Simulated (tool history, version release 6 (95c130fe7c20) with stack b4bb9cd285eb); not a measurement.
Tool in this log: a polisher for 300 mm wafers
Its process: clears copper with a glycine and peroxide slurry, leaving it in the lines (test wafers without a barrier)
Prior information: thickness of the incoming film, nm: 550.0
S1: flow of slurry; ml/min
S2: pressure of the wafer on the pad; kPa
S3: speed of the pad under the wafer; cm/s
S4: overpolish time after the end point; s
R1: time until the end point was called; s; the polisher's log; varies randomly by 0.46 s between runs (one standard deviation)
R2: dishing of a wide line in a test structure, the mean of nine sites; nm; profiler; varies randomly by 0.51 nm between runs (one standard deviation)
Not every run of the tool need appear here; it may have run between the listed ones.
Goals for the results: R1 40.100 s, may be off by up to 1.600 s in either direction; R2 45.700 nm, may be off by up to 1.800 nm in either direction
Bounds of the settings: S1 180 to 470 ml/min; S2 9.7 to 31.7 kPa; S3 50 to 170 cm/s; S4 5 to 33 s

{"run": 1, "day": 0.0, "S1": 300, "S2": 20.7, "S3": 110, "S4": 17, "R1": 72.309, "R2": 69.851}
{"run": 2, "day": 0.333, "S1": 300, "S2": 15.9, "S3": 110, "S4": 17, "R1": 90.626, "R2": 59.976}
{"run": 3, "day": 0.542, "S1": 350, "S2": 16.5, "S3": 128, "S4": 14, "R1": 76.601, "R2": 59.48}
{"run": 4, "day": 0.804, "S1": 315, "S2": 17.9, "S3": 140, "S4": 11, "R1": 66.116, "R2": 54.232}
{"run": 5, "day": 1.092, "S1": 315, "S2": 17.9, "S3": 160, "S4": 11, "R1": 59.962, "R2": 59.217}
{"run": 6, "day": 1.171, "S1": 315, "S2": 17.9, "S3": 160, "S4": 17, "R1": 59.129, "R2": 73.619}
{"run": 7, "day": 1.458, "S1": 275, "S2": 20.0, "S3": 162, "S4": 14, "R1": 53.646, "R2": 72.036}
{"run": 8, "day": 1.708, "S1": 330, "S2": 20.7, "S3": 164, "S4": 11, "R1": 51.073, "R2": 63.745}
{"run": 9, "day": 2.067, "S1": 415, "S2": 23.4, "S3": 170, "S4": 5, "R1": 42.802, "R2": 42.897}
{"run": 10, "day": 2.196, "S1": 410, "S2": 24.1, "S3": 170, "S4": 5, "R1": 42.523, "R2": 43.526}

Which of these 5 next moves meets every target?
{"run": "A", "day": 2.325, "S1": 470, "S2": 22.8, "S3": 170, "S4": 5, "R1": "?", "R2": "?"}
{"run": "B", "day": 2.325, "S1": 415, "S2": 25.5, "S3": 150, "S4": 5, "R1": "?", "R2": "?"}
{"run": "C", "day": 2.325, "S1": 290, "S2": 24.1, "S3": 170, "S4": 5, "R1": "?", "R2": "?"}
{"run": "D", "day": 2.325, "S1": 440, "S2": 24.1, "S3": 156, "S4": 5, "R1": "?", "R2": "?"}
{"run": "E", "day": 2.325, "S1": 390, "S2": 25.5, "S3": 170, "S4": 5, "R1": "?", "R2": "?"}

move=A R1=44.527 R2=42.422
move=B R1=45.322 R2=42.101
move=C R1=43.717 R2=43.097
move=D R1=45.819 R2=41.654
move=E R1=40.616 R2=45.610
A: further off than the last run
B: further off than the last run
C: further off than the last run
D: further off than the last run
E: all results land within tolerance of their targets
Correct choice: E, which meets every target
